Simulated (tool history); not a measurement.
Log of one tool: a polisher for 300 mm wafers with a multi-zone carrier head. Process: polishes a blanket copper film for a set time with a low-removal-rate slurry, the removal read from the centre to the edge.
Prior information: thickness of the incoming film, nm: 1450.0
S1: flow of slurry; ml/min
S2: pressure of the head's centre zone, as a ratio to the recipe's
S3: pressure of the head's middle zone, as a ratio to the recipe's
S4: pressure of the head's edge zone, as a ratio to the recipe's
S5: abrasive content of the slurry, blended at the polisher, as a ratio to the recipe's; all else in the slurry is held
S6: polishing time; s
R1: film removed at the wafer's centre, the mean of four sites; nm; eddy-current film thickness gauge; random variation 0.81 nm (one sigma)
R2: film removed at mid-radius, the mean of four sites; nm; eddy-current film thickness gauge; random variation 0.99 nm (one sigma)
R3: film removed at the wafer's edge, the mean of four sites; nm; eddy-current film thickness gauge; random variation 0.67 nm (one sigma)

{"run": 1, "hour": 0.0, "S1": 270, "S2": 1.0, "S3": 1.0, "S4": 1.0, "S5": 1.0, "S6": 84, "R1": 131.19, "R2": 123.45, "R3": 119.63}
{"run": 2, "hour": 5.7, "S1": 265, "S2": 0.98, "S3": 0.99, "S4": 1.0, "S5": 0.95, "S6": 84, "R1": 126.7, "R2": 120.02, "R3": 118.38}
{"run": 3, "hour": 12.8, "S1": 265, "S2": 0.98, "S3": 1.05, "S4": 1.0, "S5": 0.95, "S6": 84, "R1": 127.45, "R2": 125.95, "R3": 120.55}
{"run": 4, "hour": 17.3, "S1": 265, "S2": 0.91, "S3": 1.05, "S4": 1.0, "S5": 0.95, "S6": 84, "R1": 117.53, "R2": 127.1, "R3": 117.88}
{"run": 5, "hour": 22.7, "S1": 260, "S2": 0.9, "S3": 1.03, "S4": 1.01, "S5": 0.9, "S6": 84, "R1": 115.06, "R2": 122.04, "R3": 119.91}
{"run": 6, "hour": 27.1, "S1": 290, "S2": 0.9, "S3": 1.03, "S4": 1.01, "S5": 0.9, "S6": 84, "R1": 115.63, "R2": 121.48, "R3": 118.71}
{"run": 7, "hour": 34.6, "S1": 290, "S2": 0.89, "S3": 1.02, "S4": 1.01, "S5": 0.85, "S6": 84, "R1": 112.99, "R2": 121.45, "R3": 117.47}
{"run": 8, "hour": 41.6, "S1": 285, "S2": 0.88, "S3": 1.0, "S4": 1.01, "S5": 0.8, "S6": 84, "R1": 111.38, "R2": 119.22, "R3": 115.75}
{"run": 9, "hour": 49.5, "S1": 285, "S2": 0.87, "S3": 0.98, "S4": 1.02, "S5": 0.75, "S6": 84, "R1": 108.73, "R2": 115.97, "R3": 115.6}
{"run": 10, "hour": 51.6, "S1": 285, "S2": 0.86, "S3": 0.97, "S4": 1.02, "S5": 0.7, "S6": 84, "R1": 107.23, "R2": 112.5, "R3": 114.87}

Run 11 comes next. What will it give?
{"run": 11, "hour": 58.8, "S1": 280, "S2": 0.85, "S3": 0.96, "S4": 1.02, "S5": 0.7, "S6": 84, "R1": "?", "R2": "?", "R3": "?"}

Run 11 measured R1 102.44 nm, R2 112.50 nm, R3 116.09 nm.
